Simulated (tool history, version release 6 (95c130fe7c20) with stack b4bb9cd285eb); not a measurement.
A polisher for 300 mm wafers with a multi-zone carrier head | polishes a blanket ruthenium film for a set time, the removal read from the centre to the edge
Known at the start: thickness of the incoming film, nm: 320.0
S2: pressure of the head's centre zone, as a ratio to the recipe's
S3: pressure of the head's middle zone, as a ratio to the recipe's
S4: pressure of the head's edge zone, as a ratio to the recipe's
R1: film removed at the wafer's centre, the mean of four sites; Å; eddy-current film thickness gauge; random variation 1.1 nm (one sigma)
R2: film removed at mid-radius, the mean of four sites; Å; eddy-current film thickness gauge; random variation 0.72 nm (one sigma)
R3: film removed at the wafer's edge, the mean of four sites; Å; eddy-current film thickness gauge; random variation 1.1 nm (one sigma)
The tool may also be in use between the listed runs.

run 1 hour=0 | flow_of_slurry_(ml/min)=185 S2=1 S3=1 S4=1 polishing_time_(s)=82 | R1=662.59 R2=628.88 R3=671.8
run 2 hour=5.2 | flow_of_slurry_(ml/min)=195 S2=1.04 S3=1 S4=1.01 polishing_time_(s)=83 | R1=707.91 R2=658.57 R3=688.39
run 3 hour=7.2 | flow_of_slurry_(ml/min)=195 S2=1.04 S3=1 S4=1.01 polishing_time_(s)=91 | R1=768.53 R2=720.01 R3=755.76
run 4 hour=10.4 | flow_of_slurry_(ml/min)=195 S2=1.07 S3=0.98 S4=1 polishing_time_(s)=91 | R1=793.23 R2=712.54 R3=749.42
run 5 hour=18.5 | flow_of_slurry_(ml/min)=195 S2=1.07 S3=0.98 S4=1 polishing_time_(s)=105 | R1=898.56 R2=822.6 R3=850.38
run 6 hour=27.4 | flow_of_slurry_(ml/min)=185 S2=1.08 S3=0.95 S4=0.97 polishing_time_(s)=104 | R1=890.37 R2=768.31 R3=834.08
run 7 hour=36 | flow_of_slurry_(ml/min)=180 S2=1.09 S3=0.95 S4=0.94 polishing_time_(s)=103 | R1=883.09 R2=778.67 R3=824.07
run 8 hour=42.4 | flow_of_slurry_(ml/min)=180 S2=1.11 S3=0.94 S4=0.93 polishing_time_(s)=101 | R1=885.26 R2=765.68 R3=809.76

Forecast run 9:
run 9 hour=48.7 | flow_of_slurry_(ml/min)=180 S2=1.13 S3=0.92 S4=0.92 polishing_time_(s)=99 | R1=? R2=? R3=?

R1: 887.84 Å
R2: 723.27 Å
R3: 784.41 Å
